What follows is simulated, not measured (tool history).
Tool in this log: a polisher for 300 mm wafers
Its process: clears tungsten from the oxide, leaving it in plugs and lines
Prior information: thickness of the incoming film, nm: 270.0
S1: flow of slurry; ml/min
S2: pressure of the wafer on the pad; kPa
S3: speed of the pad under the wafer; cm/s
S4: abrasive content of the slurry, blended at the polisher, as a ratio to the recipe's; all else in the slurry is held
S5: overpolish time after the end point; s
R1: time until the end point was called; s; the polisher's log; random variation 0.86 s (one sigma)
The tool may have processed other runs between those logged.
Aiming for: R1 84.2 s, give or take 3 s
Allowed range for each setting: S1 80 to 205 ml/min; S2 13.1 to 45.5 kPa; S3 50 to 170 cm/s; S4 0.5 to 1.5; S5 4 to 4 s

run  hour   S1    S2   S3  S4  S5      R1
  1     0  135    29  110   1   4  56.318
  2   3.4  135    29  130   1   4  48.558
  3   5.1  130  24.1  130   1   4  58.053
  4  11.9  130  24.1  152   1   4  50.018
  5  13.6  130  29.6  152   1   4  41.013
  6  20.3  125  24.8  148   1   4  51.479
  7  22.1  115  21.4  148   1   4  59.123
  8  30.8  110  18.6  148   1   4   68.09
  9    35   90  13.8  148   1   4  93.498
 10  36.1   95  13.8  148   1   4  92.097

Of the 4 settings listed for the next run, only one would bring every result within its allowed miss of target. Which one?
  A  37.2   80  14.5  144     1   4   ?
  B  37.2   80  13.8  160   0.9   4   ?
  C  37.2  110  13.1  152  0.95   4   ?
  D  37.2  110  14.5  156   0.9   4   ?

move      R1
   A  93.129
   B  91.258
   C  94.061
   D  84.861
A: misses by more than the last run did
B: closes in on the targets versus the last run, not all within tolerance yet
C: misses by more than the last run did
D: meets every target
Go with D: it meets all targets.

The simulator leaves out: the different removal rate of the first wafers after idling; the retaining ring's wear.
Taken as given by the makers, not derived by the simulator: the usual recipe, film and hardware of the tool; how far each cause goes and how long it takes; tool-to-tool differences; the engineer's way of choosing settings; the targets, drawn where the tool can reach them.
